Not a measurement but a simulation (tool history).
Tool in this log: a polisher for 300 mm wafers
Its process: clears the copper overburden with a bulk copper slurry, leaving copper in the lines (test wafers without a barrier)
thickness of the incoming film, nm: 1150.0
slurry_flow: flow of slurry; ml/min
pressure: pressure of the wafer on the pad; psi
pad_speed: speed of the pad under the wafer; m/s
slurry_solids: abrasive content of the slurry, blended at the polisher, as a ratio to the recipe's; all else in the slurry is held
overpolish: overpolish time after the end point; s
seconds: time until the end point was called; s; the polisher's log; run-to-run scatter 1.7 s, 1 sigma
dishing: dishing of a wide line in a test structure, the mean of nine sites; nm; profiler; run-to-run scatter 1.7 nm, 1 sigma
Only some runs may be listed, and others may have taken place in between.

run 1 hour=0 | slurry_flow=285 pressure=3.1 pad_speed=1.3 slurry_solids=1 overpolish=26 | seconds=78.715 dishing=104.96
run 2 hour=8.2 | slurry_flow=230 pressure=3.1 pad_speed=1.3 slurry_solids=1 overpolish=26 | seconds=79.347 dishing=102.43
run 3 hour=9.6 | slurry_flow=230 pressure=2.4 pad_speed=1.3 slurry_solids=1 overpolish=26 | seconds=103.86 dishing=93.237
run 4 hour=14.1 | slurry_flow=230 pressure=2.3 pad_speed=1.3 slurry_solids=1 overpolish=25 | seconds=107.56 dishing=85.314
run 5 hour=15 | slurry_flow=230 pressure=2.9 pad_speed=1.3 slurry_solids=1 overpolish=25 | seconds=85.755 dishing=102.05
run 6 hour=15.7 | slurry_flow=175 pressure=2.9 pad_speed=1.3 slurry_solids=1 overpolish=25 | seconds=89.98 dishing=96.269
run 7 hour=22.9 | slurry_flow=175 pressure=2.8 pad_speed=1.3 slurry_solids=1 overpolish=26 | seconds=94.072 dishing=98.948

Run 8 comes next. What will it give?
run 8 hour=24.5 | slurry_flow=175 pressure=2.1 pad_speed=1.28 slurry_solids=1 overpolish=18 | seconds=? dishing=?

Run 8 produced seconds 123.15 s, dishing 76.288 nm.
